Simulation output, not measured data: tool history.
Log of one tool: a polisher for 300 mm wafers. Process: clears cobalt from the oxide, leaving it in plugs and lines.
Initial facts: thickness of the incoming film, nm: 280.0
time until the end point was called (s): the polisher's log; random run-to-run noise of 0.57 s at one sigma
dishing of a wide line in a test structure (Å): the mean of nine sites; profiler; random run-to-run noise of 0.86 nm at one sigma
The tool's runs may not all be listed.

run	day	flow of slurry (ml/min)	pressure of the wafer on the pad (kPa)	speed of the pad under the wafer (cm/s)	overpolish time after the end point (s)	time until the end point was called (s)	dishing of a wide line in a test structure (Å)
1	0.000	310	13.1	114	23	46.001	530.05
2	0.283	280	13.1	114	23	45.849	539.95
3	0.488	285	12.4	114	21	49.385	484.85
4	0.650	285	11.7	114	20	51.223	455.09
5	0.975	285	11.0	114	20	54.756	475.92
6	1.208	230	11.0	114	20	55.346	461.54

For run 7, what comes out?
7	1.554	230	11.0	114	19	?	?

Run 7 came out at time until the end point was called (s) 55.443, dishing of a wide line in a test structure (Å) 452.46.

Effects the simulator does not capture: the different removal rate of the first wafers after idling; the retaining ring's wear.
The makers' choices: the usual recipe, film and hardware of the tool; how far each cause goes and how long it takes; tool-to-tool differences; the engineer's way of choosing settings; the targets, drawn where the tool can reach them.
